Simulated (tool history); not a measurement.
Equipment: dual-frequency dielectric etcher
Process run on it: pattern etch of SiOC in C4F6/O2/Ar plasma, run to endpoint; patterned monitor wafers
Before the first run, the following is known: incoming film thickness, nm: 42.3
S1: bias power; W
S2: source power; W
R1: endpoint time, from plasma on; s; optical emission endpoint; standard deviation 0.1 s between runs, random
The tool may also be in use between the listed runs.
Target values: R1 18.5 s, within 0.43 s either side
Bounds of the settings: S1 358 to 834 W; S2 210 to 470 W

run,hour,S1,S2,R1
1,0,596,340,13.741
2,7.1,567,320,14.548
3,15.5,543,310,15.107
4,20.5,522,310,15.348
5,24.9,459,310,16.375
6,32.7,447,310,16.665
7,39.8,358,270,19.982
8,43.8,366,270,19.815
9,52.6,373,270,19.224
10,60.1,377,270,19.122
11,64.9,380,270,19.191
12,70.8,435,280,17.755

Pick the move, out of 4, that brings all results within their allowed miss; only one does.
A,76.7,392,250,?
B,76.7,445,280,?
C,76.7,443,220,?
D,76.7,365,300,?

move,R1
A,19.841
B,17.562
C,20.071
D,18.665
A: the result that was furthest off in the last run now lies on the other side of its target
B: its largest miss is bigger than the last run's
C: the result that was furthest off in the last run now lies on the other side of its target
D: all results land within tolerance of their targets
So the answer is move D, the one that meets all the targets.

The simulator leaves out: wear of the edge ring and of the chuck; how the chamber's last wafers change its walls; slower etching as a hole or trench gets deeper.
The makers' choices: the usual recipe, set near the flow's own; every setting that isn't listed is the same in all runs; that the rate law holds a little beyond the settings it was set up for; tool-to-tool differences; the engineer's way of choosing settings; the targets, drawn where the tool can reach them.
